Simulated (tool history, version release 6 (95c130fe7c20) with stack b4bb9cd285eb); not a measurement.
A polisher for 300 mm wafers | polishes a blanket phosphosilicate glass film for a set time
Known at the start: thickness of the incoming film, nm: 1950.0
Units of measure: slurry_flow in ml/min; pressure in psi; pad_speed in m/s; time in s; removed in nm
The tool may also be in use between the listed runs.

Run 1, hour 0.0: slurry_flow 210 ml/min, pressure 3.3 psi, pad_speed 1.28 m/s, slurry_solids 1.0, time 45 s. Result: removed 415.22 nm.
Run 2, hour 3.7: slurry_flow 185 ml/min, pressure 3.3 psi, pad_speed 1.28 m/s, slurry_solids 1.0, time 45 s. Result: removed 413.29 nm.
Run 3, hour 8.5: slurry_flow 185 ml/min, pressure 3.1 psi, pad_speed 1.28 m/s, slurry_solids 1.0, time 45 s. Result: removed 390.32 nm.
Run 4, hour 10.3: slurry_flow 185 ml/min, pressure 3.1 psi, pad_speed 1.46 m/s, slurry_solids 1.0, time 45 s. Result: removed 430.41 nm.
Run 5, hour 11.4: slurry_flow 140 ml/min, pressure 3.1 psi, pad_speed 1.46 m/s, slurry_solids 1.0, time 45 s. Result: removed 416.36 nm.
Run 6, hour 17.9: slurry_flow 140 ml/min, pressure 3.9 psi, pad_speed 1.46 m/s, slurry_solids 1.0, time 45 s. Result: removed 515.01 nm.
Run 7, hour 19.0: slurry_flow 140 ml/min, pressure 3.4 psi, pad_speed 1.46 m/s, slurry_solids 1.0, time 45 s. Result: removed 459.25 nm.
Run 8, hour 26.0: slurry_flow 140 ml/min, pressure 3.0 psi, pad_speed 1.46 m/s, slurry_solids 1.0, time 45 s. Result: removed 411.87 nm.

Run 9, settings as shown, results not yet in. Your forecast:
Run 9, hour 29.3: slurry_flow 140 ml/min, pressure 2.7 psi, pad_speed 1.46 m/s, slurry_solids 1.0, time 45 s. Result: removed ?.

removed: 369.53 nm

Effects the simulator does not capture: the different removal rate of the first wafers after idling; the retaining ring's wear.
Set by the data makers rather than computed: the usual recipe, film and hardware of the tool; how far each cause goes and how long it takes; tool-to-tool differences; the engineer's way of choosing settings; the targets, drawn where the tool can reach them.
